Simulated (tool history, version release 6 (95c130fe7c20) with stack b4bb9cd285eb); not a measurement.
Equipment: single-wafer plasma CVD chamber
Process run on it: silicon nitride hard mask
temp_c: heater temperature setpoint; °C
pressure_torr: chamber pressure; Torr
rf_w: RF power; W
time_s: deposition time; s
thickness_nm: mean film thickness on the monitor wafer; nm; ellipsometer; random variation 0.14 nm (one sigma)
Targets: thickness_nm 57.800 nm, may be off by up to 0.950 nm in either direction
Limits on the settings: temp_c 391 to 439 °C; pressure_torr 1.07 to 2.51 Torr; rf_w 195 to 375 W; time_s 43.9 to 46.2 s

Run 1, day 0.000: temp_c 415 °C, pressure_torr 1.79 Torr, rf_w 285 W, time_s 46.2 s. Result: thickness_nm 50.353 nm.
Run 2, day 0.142: temp_c 425 °C, pressure_torr 1.79 Torr, rf_w 285 W, time_s 46.2 s. Result: thickness_nm 50.020 nm.
Run 3, day 0.329: temp_c 425 °C, pressure_torr 1.88 Torr, rf_w 290 W, time_s 46.2 s. Result: thickness_nm 51.247 nm.
Run 4, day 0.588: temp_c 425 °C, pressure_torr 1.96 Torr, rf_w 295 W, time_s 46.2 s. Result: thickness_nm 52.318 nm.
Run 5, day 0.725: temp_c 425 °C, pressure_torr 2.08 Torr, rf_w 295 W, time_s 46.2 s. Result: thickness_nm 53.222 nm.
Run 6, day 1.004: temp_c 425 °C, pressure_torr 1.92 Torr, rf_w 295 W, time_s 46.2 s. Result: thickness_nm 52.181 nm.
Run 7, day 1.175: temp_c 425 °C, pressure_torr 1.99 Torr, rf_w 300 W, time_s 46.2 s. Result: thickness_nm 53.180 nm.
Run 8, day 1.279: temp_c 425 °C, pressure_torr 2.05 Torr, rf_w 300 W, time_s 46.2 s. Result: thickness_nm 53.759 nm.
Run 9, day 1.425: temp_c 425 °C, pressure_torr 2.11 Torr, rf_w 300 W, time_s 46.2 s. Result: thickness_nm 53.835 nm.
Run 10, day 1.775: temp_c 425 °C, pressure_torr 2.15 Torr, rf_w 305 W, time_s 46.2 s. Result: thickness_nm 54.845 nm.
Run 11, day 1.992: temp_c 425 °C, pressure_torr 2.19 Torr, rf_w 305 W, time_s 46.2 s. Result: thickness_nm 55.062 nm.
Run 12, day 2.121: temp_c 425 °C, pressure_torr 2.23 Torr, rf_w 305 W, time_s 46.2 s. Result: thickness_nm 55.287 nm.
Run 13, day 2.167: temp_c 425 °C, pressure_torr 2.26 Torr, rf_w 305 W, time_s 46.2 s. Result: thickness_nm 55.356 nm.
Run 14, day 2.438: temp_c 425 °C, pressure_torr 2.28 Torr, rf_w 305 W, time_s 46.2 s. Result: thickness_nm 55.325 nm.
Run 15, day 2.700: temp_c 425 °C, pressure_torr 2.30 Torr, rf_w 305 W, time_s 46.2 s. Result: thickness_nm 55.326 nm.
Run 16, day 2.808: temp_c 425 °C, pressure_torr 2.32 Torr, rf_w 305 W, time_s 46.2 s. Result: thickness_nm 55.363 nm.
Run 17, day 2.846: temp_c 425 °C, pressure_torr 2.33 Torr, rf_w 305 W, time_s 46.2 s. Result: thickness_nm 55.668 nm.
Run 18, day 3.017: temp_c 425 °C, pressure_torr 2.35 Torr, rf_w 305 W, time_s 46.2 s. Result: thickness_nm 55.411 nm.
Run 19, day 3.321: temp_c 425 °C, pressure_torr 2.36 Torr, rf_w 305 W, time_s 46.2 s. Result: thickness_nm 55.749 nm.
Run 20, day 3.521: temp_c 425 °C, pressure_torr 2.37 Torr, rf_w 305 W, time_s 46.2 s. Result: thickness_nm 55.547 nm.

Next run, 5 choices. One meets every target within its allowed miss, the rest don't. Which?
Run A, day 3.721: temp_c 419 °C, pressure_torr 2.41 Torr, rf_w 310 W, time_s 44.6 s. Result: thickness_nm ?.
Run B, day 3.721: temp_c 424 °C, pressure_torr 2.50 Torr, rf_w 335 W, time_s 44.2 s. Result: thickness_nm ?.
Run C, day 3.721: temp_c 425 °C, pressure_torr 2.36 Torr, rf_w 315 W, time_s 45.6 s. Result: thickness_nm ?.
Run D, day 3.721: temp_c 429 °C, pressure_torr 2.37 Torr, rf_w 320 W, time_s 44.2 s. Result: thickness_nm ?.
Run E, day 3.721: temp_c 427 °C, pressure_torr 2.46 Torr, rf_w 300 W, time_s 44.9 s. Result: thickness_nm ?.

move  thickness_nm
   A        54.817
   B        57.730
   C        56.317
   D        55.162
   E        53.849
A: further off than the last run
B: every result lands within tolerance
C: moves toward the targets from the last run without getting all of them in spec
D: further off than the last run
E: further off than the last run
So the answer is move B, the one that meets all the targets.
